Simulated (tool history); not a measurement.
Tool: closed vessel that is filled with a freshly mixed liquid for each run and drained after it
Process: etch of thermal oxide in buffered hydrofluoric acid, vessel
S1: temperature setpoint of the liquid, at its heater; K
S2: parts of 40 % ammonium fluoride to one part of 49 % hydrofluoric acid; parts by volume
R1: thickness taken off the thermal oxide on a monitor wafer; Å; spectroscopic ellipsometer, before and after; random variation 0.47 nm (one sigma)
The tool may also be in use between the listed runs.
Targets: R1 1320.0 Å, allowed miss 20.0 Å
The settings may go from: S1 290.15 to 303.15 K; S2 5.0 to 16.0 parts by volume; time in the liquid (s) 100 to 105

Run 1, hour 0.0: S1 295.15 K, S2 9.5 parts by volume, time in the liquid (s) 100. Result: R1 1152.5 Å.
Run 2, hour 1.1: S1 295.15 K, S2 7.0 parts by volume, time in the liquid (s) 100. Result: R1 1578.6 Å.
Run 3, hour 4.7: S1 295.15 K, S2 5.0 parts by volume, time in the liquid (s) 100. Result: R1 2097.1 Å.
Run 4, hour 13.2: S1 294.15 K, S2 5.0 parts by volume, time in the liquid (s) 100. Result: R1 1983.1 Å.
Run 5, hour 21.1: S1 293.65 K, S2 5.5 parts by volume, time in the liquid (s) 100. Result: R1 1774.1 Å.
Run 6, hour 21.9: S1 293.65 K, S2 5.5 parts by volume, time in the liquid (s) 105. Result: R1 1878.9 Å.
Run 7, hour 22.9: S1 293.15 K, S2 5.5 parts by volume, time in the liquid (s) 105. Result: R1 1819.5 Å.
Run 8, hour 31.5: S1 292.65 K, S2 5.5 parts by volume, time in the liquid (s) 105. Result: R1 1771.7 Å.

5 next moves are on the table. One of them brings every result within its allowed miss. Which?
Run A, hour 40.1: S1 294.65 K, S2 8.0 parts by volume, time in the liquid (s) 100. Result: R1 ?.
Run B, hour 40.1: S1 293.65 K, S2 6.5 parts by volume, time in the liquid (s) 105. Result: R1 ?.
Run C, hour 40.1: S1 294.65 K, S2 5.0 parts by volume, time in the liquid (s) 105. Result: R1 ?.
Run D, hour 40.1: S1 291.15 K, S2 7.0 parts by volume, time in the liquid (s) 100. Result: R1 ?.
Run E, hour 40.1: S1 291.65 K, S2 7.5 parts by volume, time in the liquid (s) 100. Result: R1 ?.

move      R1
   A  1321.4
   B  1617.1
   C  2137.8
   D  1254.8
   E  1198.1
A: meets every target
B: nearer than the last run, and not there yet
C: further off than the last run
D: takes the result that was furthest off past its target
E: takes the result that was furthest off past its target
Answer: A
